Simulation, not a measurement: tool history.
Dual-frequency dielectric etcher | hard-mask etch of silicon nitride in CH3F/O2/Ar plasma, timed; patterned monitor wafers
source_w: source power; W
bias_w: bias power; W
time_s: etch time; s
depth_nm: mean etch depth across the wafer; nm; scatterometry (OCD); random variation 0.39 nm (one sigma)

{"run": 1, "hour": 0.0, "source_w": 400, "bias_w": 72, "time_s": 128, "depth_nm": 84.319}
{"run": 2, "hour": 3.7, "source_w": 400, "bias_w": 62, "time_s": 128, "depth_nm": 81.282}
{"run": 3, "hour": 7.7, "source_w": 400, "bias_w": 67, "time_s": 128, "depth_nm": 83.338}
{"run": 4, "hour": 15.5, "source_w": 350, "bias_w": 67, "time_s": 128, "depth_nm": 77.471}
{"run": 5, "hour": 22.9, "source_w": 400, "bias_w": 68, "time_s": 128, "depth_nm": 82.977}
{"run": 6, "hour": 26.8, "source_w": 470, "bias_w": 68, "time_s": 128, "depth_nm": 90.084}
{"run": 7, "hour": 32.7, "source_w": 490, "bias_w": 68, "time_s": 128, "depth_nm": 91.553}

Run 8 comes next. What will it give?
{"run": 8, "hour": 41.3, "source_w": 490, "bias_w": 68, "time_s": 128, "depth_nm": "?"}

{"run 8": {"depth_nm": 92.031}}

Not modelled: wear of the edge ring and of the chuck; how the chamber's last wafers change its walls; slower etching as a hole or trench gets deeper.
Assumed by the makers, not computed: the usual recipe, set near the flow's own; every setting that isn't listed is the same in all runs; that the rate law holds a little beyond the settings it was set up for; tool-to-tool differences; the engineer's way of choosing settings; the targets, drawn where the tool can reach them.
